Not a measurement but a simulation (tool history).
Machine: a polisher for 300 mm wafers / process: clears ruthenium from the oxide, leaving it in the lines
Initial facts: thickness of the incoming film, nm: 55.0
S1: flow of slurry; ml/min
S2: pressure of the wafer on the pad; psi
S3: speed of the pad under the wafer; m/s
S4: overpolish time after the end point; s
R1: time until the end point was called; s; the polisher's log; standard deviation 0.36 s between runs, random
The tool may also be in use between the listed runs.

Run 1, hour 0.0: S1 175 ml/min, S2 1.3 psi, S3 1.02 m/s, S4 7 s. Result: R1 71.220 s.
Run 2, hour 2.5: S1 205 ml/min, S2 1.3 psi, S3 1.02 m/s, S4 7 s. Result: R1 70.663 s.
Run 3, hour 3.3: S1 205 ml/min, S2 1.3 psi, S3 1.02 m/s, S4 7 s. Result: R1 70.552 s.
Run 4, hour 4.5: S1 205 ml/min, S2 1.3 psi, S3 1.02 m/s, S4 7 s. Result: R1 70.696 s.
Run 5, hour 11.2: S1 205 ml/min, S2 1.2 psi, S3 1.02 m/s, S4 7 s. Result: R1 77.391 s.
Run 6, hour 18.4: S1 235 ml/min, S2 1.2 psi, S3 1.02 m/s, S4 7 s. Result: R1 73.852 s.
Run 7, hour 27.1: S1 235 ml/min, S2 1.2 psi, S3 1.02 m/s, S4 7 s. Result: R1 75.029 s.
Run 8, hour 34.2: S1 235 ml/min, S2 1.4 psi, S3 1.02 m/s, S4 7 s. Result: R1 65.079 s.
Run 9, hour 37.5: S1 235 ml/min, S2 1.6 psi, S3 1.02 m/s, S4 7 s. Result: R1 57.073 s.
Run 10, hour 39.5: S1 235 ml/min, S2 1.8 psi, S3 1.02 m/s, S4 7 s. Result: R1 50.439 s.

Run 11 is up next; what results do you expect?
Run 11, hour 40.2: S1 235 ml/min, S2 1.9 psi, S3 1.02 m/s, S4 7 s. Result: R1 ?.

{"run 11": {"R1": 47.422}}

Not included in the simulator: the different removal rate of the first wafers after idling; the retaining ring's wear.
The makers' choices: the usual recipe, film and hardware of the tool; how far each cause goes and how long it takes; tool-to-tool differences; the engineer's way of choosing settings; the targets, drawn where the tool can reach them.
